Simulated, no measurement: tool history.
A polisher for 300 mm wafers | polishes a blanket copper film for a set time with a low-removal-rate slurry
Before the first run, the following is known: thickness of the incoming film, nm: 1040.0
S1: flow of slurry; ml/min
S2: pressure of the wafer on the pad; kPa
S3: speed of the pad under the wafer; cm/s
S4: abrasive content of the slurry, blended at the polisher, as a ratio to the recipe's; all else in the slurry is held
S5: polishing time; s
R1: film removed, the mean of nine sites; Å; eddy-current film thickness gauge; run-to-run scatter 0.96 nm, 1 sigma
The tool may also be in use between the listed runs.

run 1 hour=0 | S1=140 S2=17.9 S3=140 S4=1 S5=33 | R1=1386.3
run 2 hour=7 | S1=135 S2=17.2 S3=140 S4=1 S5=33 | R1=1341.4
run 3 hour=16 | S1=135 S2=17.2 S3=140 S4=0.85 S5=33 | R1=1296.5
run 4 hour=17.4 | S1=135 S2=17.2 S3=140 S4=0.95 S5=33 | R1=1333.9
run 5 hour=18.9 | S1=135 S2=17.2 S3=140 S4=0.85 S5=33 | R1=1316.2
run 6 hour=21.3 | S1=130 S2=16.5 S3=140 S4=0.85 S5=33 | R1=1228.9
run 7 hour=22.8 | S1=125 S2=16.5 S3=140 S4=0.85 S5=33 | R1=1222.8
run 8 hour=31.2 | S1=125 S2=16.5 S3=140 S4=0.85 S5=33 | R1=1223.3

Run 9 comes next. What will it give?
run 9 hour=32.3 | S1=120 S2=16.5 S3=140 S4=0.85 S5=33 | R1=?

R1: 1211.8 Å
